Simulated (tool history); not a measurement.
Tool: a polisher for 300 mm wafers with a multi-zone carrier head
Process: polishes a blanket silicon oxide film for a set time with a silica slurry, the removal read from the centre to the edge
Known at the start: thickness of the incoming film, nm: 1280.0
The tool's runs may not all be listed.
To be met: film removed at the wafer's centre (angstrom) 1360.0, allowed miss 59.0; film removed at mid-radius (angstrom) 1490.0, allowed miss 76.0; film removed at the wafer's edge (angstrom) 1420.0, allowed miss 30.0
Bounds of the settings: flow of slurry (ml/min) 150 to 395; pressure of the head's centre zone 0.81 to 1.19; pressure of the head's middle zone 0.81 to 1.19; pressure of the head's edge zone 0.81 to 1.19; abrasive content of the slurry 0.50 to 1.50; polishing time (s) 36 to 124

run  hour  flow of slurry (ml/min)  pressure of the head's centre zone  pressure of the head's middle zone  pressure of the head's edge zone  abrasive content of the slurry  polishing time (s)  film removed at the wafer's centre (angstrom)  film removed at mid-radius (angstrom)  film removed at the wafer's edge (angstrom)
  1   0.0                      250                                1.00                                1.00                              1.00                            1.00                  79                                         2214.2                                 2253.0                                       2203.2
  2   7.9                      245                                0.98                                0.99                              0.97                            0.90                  77                                         2011.6                                 2104.4                                       2000.3
  3  14.7                      245                                0.98                                0.94                              0.97                            0.90                  77                                         2036.4                                 2015.8                                       2008.7
  4  21.4                      245                                0.98                                0.94                              0.91                            0.90                  77                                         2031.8                                 2030.4                                       1942.2
  5  26.0                      235                                0.95                                0.92                              0.90                            0.80                  76                                         1813.8                                 1841.5                                       1802.8
  6  31.4                      235                                0.95                                0.92                              0.86                            0.80                  76                                         1819.7                                 1814.7                                       1753.7
  7  38.7                      230                                0.93                                0.92                              0.85                            0.75                  76                                         1712.4                                 1785.9                                       1690.5
  8  45.3                      225                                0.92                                0.91                              0.84                            0.70                  76                                         1672.9                                 1670.4                                       1617.2
  9  48.7                      215                                0.90                                0.91                              0.83                            0.65                  76                                         1555.8                                 1598.4                                       1545.1
 10  54.7                      205                                0.89                                0.91                              0.83                            0.65                  76                                         1500.3                                 1582.3                                       1529.0
 11  55.9                      175                                0.87                                0.92                              0.81                            0.55                  76                                         1294.7                                 1443.8                                       1362.0
 12  64.1                      180                                0.87                                0.92                              0.81                            0.55                  76                                         1300.8                                 1457.4                                       1359.5

5 next moves are on the table. One of them brings every result within its allowed miss. Which?
  A  72.3                      240                                0.85                                0.92                              0.81                            0.70                  67                                              ?                                      ?                                            ?
  B  72.3                      175                                0.93                                1.10                              0.81                            0.50                  79                                              ?                                      ?                                            ?
  C  72.3                      210                                0.98                                0.92                              0.83                            0.50                  81                                              ?                                      ?                                            ?
  D  72.3                      150                                0.84                                0.92                              0.85                            0.55                  78                                              ?                                      ?                                            ?
  E  72.3                      205                                0.88                                1.01                              0.82                            0.50                  75                                              ?                                      ?                                            ?

move  film removed at the wafer's centre (angstrom)  film removed at mid-radius (angstrom)  film removed at the wafer's edge (angstrom)
   A                                         1349.0                                 1504.6                                       1406.1
   B                                         1369.6                                 1621.0                                       1324.8
   C                                         1532.9                                 1483.4                                       1409.1
   D                                         1238.8                                 1413.1                                       1379.9
   E                                         1268.7                                 1476.2                                       1292.6
A: meets every target
B: further off than the last run
C: brings the result that was furthest off to its target, and leaves another outside
D: as far off as the last run
E: further off than the last run
Move A is the one to make.
